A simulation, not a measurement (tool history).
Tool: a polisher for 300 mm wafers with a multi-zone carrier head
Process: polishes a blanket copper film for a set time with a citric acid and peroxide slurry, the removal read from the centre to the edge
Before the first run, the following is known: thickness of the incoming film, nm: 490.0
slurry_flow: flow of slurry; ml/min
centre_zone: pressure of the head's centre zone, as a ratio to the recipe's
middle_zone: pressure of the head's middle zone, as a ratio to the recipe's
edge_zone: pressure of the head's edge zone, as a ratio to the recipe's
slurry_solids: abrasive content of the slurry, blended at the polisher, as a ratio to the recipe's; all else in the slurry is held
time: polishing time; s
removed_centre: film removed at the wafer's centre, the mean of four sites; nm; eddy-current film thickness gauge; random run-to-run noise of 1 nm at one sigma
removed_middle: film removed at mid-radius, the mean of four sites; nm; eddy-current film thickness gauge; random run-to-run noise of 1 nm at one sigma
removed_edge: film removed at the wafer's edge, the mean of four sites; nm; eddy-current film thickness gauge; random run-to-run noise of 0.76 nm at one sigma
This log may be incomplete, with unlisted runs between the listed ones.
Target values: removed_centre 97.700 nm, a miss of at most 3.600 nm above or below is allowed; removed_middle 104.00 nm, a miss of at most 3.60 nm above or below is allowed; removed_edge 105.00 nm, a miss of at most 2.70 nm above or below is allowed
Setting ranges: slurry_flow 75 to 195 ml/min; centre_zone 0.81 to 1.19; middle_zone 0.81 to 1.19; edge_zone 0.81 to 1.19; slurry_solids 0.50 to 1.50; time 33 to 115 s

Run 1, hour 0.0: slurry_flow 125 ml/min, centre_zone 1.00, middle_zone 1.00, edge_zone 1.00, slurry_solids 1.00, time 73 s. Result: removed_centre 145.270 nm, removed_middle 139.81 nm, removed_edge 137.25 nm.
Run 2, hour 0.6: slurry_flow 115 ml/min, centre_zone 0.95, middle_zone 0.97, edge_zone 0.96, slurry_solids 0.85, time 72 s. Result: removed_centre 126.200 nm, removed_middle 128.09 nm, removed_edge 128.33 nm.
Run 3, hour 8.1: slurry_flow 110 ml/min, centre_zone 0.94, middle_zone 0.96, edge_zone 0.93, slurry_solids 0.75, time 70 s. Result: removed_centre 119.530 nm, removed_middle 118.94 nm, removed_edge 118.73 nm.
Run 4, hour 12.1: slurry_flow 135 ml/min, centre_zone 0.94, middle_zone 0.96, edge_zone 0.93, slurry_solids 0.75, time 70 s. Result: removed_centre 126.300 nm, removed_middle 124.38 nm, removed_edge 122.26 nm.
Run 5, hour 17.7: slurry_flow 120 ml/min, centre_zone 0.91, middle_zone 0.95, edge_zone 0.90, slurry_solids 0.70, time 70 s. Result: removed_centre 116.020 nm, removed_middle 122.42 nm, removed_edge 119.50 nm.
Run 6, hour 23.3: slurry_flow 120 ml/min, centre_zone 0.91, middle_zone 0.95, edge_zone 0.90, slurry_solids 0.55, time 70 s. Result: removed_centre 111.690 nm, removed_middle 118.75 nm, removed_edge 112.33 nm.
Run 7, hour 29.7: slurry_flow 110 ml/min, centre_zone 0.90, middle_zone 0.93, edge_zone 0.90, slurry_solids 0.55, time 70 s. Result: removed_centre 107.740 nm, removed_middle 111.92 nm, removed_edge 109.62 nm.
Run 8, hour 36.3: slurry_flow 100 ml/min, centre_zone 0.89, middle_zone 0.93, edge_zone 0.90, slurry_solids 0.55, time 70 s. Result: removed_centre 104.460 nm, removed_middle 106.69 nm, removed_edge 108.41 nm.
Run 9, hour 41.5: slurry_flow 95 ml/min, centre_zone 0.88, middle_zone 0.94, edge_zone 0.89, slurry_solids 0.55, time 70 s. Result: removed_centre 99.654 nm, removed_middle 107.00 nm, removed_edge 106.72 nm.

Pick the move, out of 4, that brings all results within their allowed miss; only one does.
Run A, hour 46.7: slurry_flow 105 ml/min, centre_zone 0.95, middle_zone 0.92, edge_zone 0.90, slurry_solids 0.60, time 66 s. Result: removed_centre ?, removed_middle ?, removed_edge ?.
Run B, hour 46.7: slurry_flow 115 ml/min, centre_zone 0.85, middle_zone 0.88, edge_zone 0.87, slurry_solids 0.50, time 67 s. Result: removed_centre ?, removed_middle ?, removed_edge ?.
Run C, hour 46.7: slurry_flow 105 ml/min, centre_zone 0.81, middle_zone 0.85, edge_zone 0.85, slurry_solids 0.60, time 71 s. Result: removed_centre ?, removed_middle ?, removed_edge ?.
Run D, hour 46.7: slurry_flow 95 ml/min, centre_zone 0.90, middle_zone 1.06, edge_zone 0.95, slurry_solids 0.50, time 68 s. Result: removed_centre ?, removed_middle ?, removed_edge ?.

move  removed_centre  removed_middle  removed_edge
   A         106.170          105.07        105.54
   B          96.492          103.52        104.44
   C          97.207          107.60        110.71
   D          97.062          111.86        105.90
A: the worst result of the last run now meets its target, but another is out of spec
B: hits every target within its allowed miss
C: the worst result of the last run now meets its target, but another is out of spec
D: moves away from the targets compared with the last run
B is the move that brings every result within its allowed miss.

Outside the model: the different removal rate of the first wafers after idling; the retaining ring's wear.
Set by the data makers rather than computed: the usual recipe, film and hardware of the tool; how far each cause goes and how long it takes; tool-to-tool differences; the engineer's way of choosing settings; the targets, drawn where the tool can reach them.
